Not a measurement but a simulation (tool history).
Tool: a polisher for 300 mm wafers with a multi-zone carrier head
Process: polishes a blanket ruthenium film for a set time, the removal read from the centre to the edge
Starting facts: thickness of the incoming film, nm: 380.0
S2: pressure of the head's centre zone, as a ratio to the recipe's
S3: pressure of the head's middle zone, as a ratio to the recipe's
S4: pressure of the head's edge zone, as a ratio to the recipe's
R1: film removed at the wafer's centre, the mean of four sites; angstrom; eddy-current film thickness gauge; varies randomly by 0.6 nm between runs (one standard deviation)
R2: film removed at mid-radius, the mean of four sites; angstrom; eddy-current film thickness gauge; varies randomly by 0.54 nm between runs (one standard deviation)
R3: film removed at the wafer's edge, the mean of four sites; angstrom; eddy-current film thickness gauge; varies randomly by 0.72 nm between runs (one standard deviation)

Run 1, hour 0.0: flow of slurry (ml/min) 230, S2 1.00, S3 1.00, S4 1.00, polishing time (s) 64. Result: R1 744.94 angstrom, R2 746.20 angstrom, R3 726.22 angstrom.
Run 2, hour 8.2: flow of slurry (ml/min) 230, S2 0.93, S3 1.00, S4 1.00, polishing time (s) 64. Result: R1 690.98 angstrom, R2 748.49 angstrom, R3 715.34 angstrom.
Run 3, hour 15.8: flow of slurry (ml/min) 230, S2 0.93, S3 1.00, S4 1.00, polishing time (s) 70. Result: R1 755.13 angstrom, R2 818.32 angstrom, R3 796.85 angstrom.
Run 4, hour 21.2: flow of slurry (ml/min) 255, S2 0.96, S3 1.01, S4 0.98, polishing time (s) 70. Result: R1 785.49 angstrom, R2 841.69 angstrom, R3 786.98 angstrom.
Run 5, hour 26.9: flow of slurry (ml/min) 255, S2 0.96, S3 1.01, S4 1.04, polishing time (s) 70. Result: R1 794.90 angstrom, R2 835.53 angstrom, R3 806.71 angstrom.
Run 6, hour 31.2: flow of slurry (ml/min) 255, S2 0.96, S3 1.09, S4 1.04, polishing time (s) 70. Result: R1 781.37 angstrom, R2 895.82 angstrom, R3 816.74 angstrom.

The next listed run, before its measurement:
Run 7, hour 36.9: flow of slurry (ml/min) 270, S2 0.99, S3 1.07, S4 1.03, polishing time (s) 70. Result: R1 ?, R2 ?, R3 ?.

R1: 807.16 angstrom
R2: 880.20 angstrom
R3: 811.11 angstrom
